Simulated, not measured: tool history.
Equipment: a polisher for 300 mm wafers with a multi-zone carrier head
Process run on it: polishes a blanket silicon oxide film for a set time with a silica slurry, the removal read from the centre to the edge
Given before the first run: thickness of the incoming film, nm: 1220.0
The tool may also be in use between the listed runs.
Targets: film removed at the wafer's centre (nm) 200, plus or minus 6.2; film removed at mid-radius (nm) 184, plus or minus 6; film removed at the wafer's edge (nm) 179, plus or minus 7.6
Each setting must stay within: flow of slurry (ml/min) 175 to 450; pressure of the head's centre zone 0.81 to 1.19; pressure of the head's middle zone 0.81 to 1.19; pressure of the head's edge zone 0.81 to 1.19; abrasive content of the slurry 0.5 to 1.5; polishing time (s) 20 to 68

run  hour  flow of slurry (ml/min)  pressure of the head's centre zone  pressure of the head's middle zone  pressure of the head's edge zone  abrasive content of the slurry  polishing time (s)  film removed at the wafer's centre (nm)  film removed at mid-radius (nm)  film removed at the wafer's edge (nm)
  1     0                      290                                   1                                   1                                 1                               1                  44                                   143.73                           149.23                                 141.42
  2   4.2                      295                                1.03                                1.01                              1.03                            1.05                  44                                    152.3                           152.74                                 145.81
  3   8.5                      295                                1.03                                1.07                              1.03                            1.05                  44                                   150.81                           161.39                                 146.71
  4  10.4                      300                                1.05                                1.07                              1.05                             1.1                  44                                   157.75                           161.92                                  154.8
  5  18.6                      300                                1.05                                   1                              1.05                             1.1                  44                                   157.57                           156.41                                  154.5
  6  20.9                      300                                1.05                                   1                              1.05                             1.1                  36                                    127.1                           127.01                                 125.32
  7  28.9                      300                                1.05                                   1                              1.05                             1.1                  36                                   129.11                           126.16                                 124.75
  8  35.9                      305                                1.08                                1.02                              1.05                             1.2                  37                                   141.28                           136.13                                  133.2
  9  38.7                      310                                 1.1                                1.04                              1.06                            1.25                  38                                   149.72                           146.37                                 138.54
 10  41.4                      315                                1.12                                1.04                              1.08                             1.3                  39                                   157.79                           152.78                                 144.31
 11  50.1                      315                                1.13                                1.03                              1.09                            1.35                  40                                   168.81                           157.91                                 149.52
 12  55.2                      315                                1.13                                1.03                              1.11                             1.4                  41                                   172.67                           164.41                                 162.42
 13    61                      320                                1.14                                1.03                              1.12                             1.4                  41                                   173.72                           163.33                                 155.57
 14  62.2                      320                                1.14                                1.02                              1.11                             1.4                  42                                   178.85                           163.93                                 161.97
 15  65.6                      320                                1.14                                1.03                              1.11                             1.4                  42                                   179.64                           165.42                                 160.41
 16  66.4                      315                                1.14                                1.03                              1.11                             1.4                  43                                   182.07                           169.26                                 165.28
 17    73                      315                                1.14                                1.03                              1.12                             1.4                  43                                   184.34                           169.34                                 167.11
 18  80.6                      350                                1.18                                 1.1                              1.19                            1.45                  43                                    196.3                           184.58                                 173.14
 19  87.8                      350                                1.18                                1.09                              1.19                            1.45                  43                                   195.07                           182.21                                 178.95

5 candidate next runs follow, results not yet known. Just one meets every target within its allowed miss. Identify it.
  A    95                      340                                1.16                                1.11                              1.16                             1.5                  42                                        ?                                ?                                      ?
  B    95                      350                                1.18                                1.08                              1.18                            1.45                  44                                        ?                                ?                                      ?
  C    95                      380                                1.06                                1.04                              1.19                             1.5                  46                                        ?                                ?                                      ?
  D    95                      405                                1.14                                1.08                              1.19                             1.4                  44                                        ?                                ?                                      ?
  E    95                      425                                1.14                                0.93                              1.19                            1.35                  47                                        ?                                ?                                      ?

move  film removed at the wafer's centre (nm)  film removed at mid-radius (nm)  film removed at the wafer's edge (nm)
   A                                   185.38                           180.71                                 172.79
   B                                   195.48                           183.12                                 180.86
   C                                   187.81                           188.68                                 193.05
   D                                    188.8                           182.61                                 180.75
   E                                   199.51                           170.21                                  191.4
A: lands further from the targets than the last run did
B: each result inside its tolerance
C: lands further from the targets than the last run did
D: lands further from the targets than the last run did
E: gets the furthest-off result to its target, but another result is out of tolerance
Correct choice: B, which meets every target
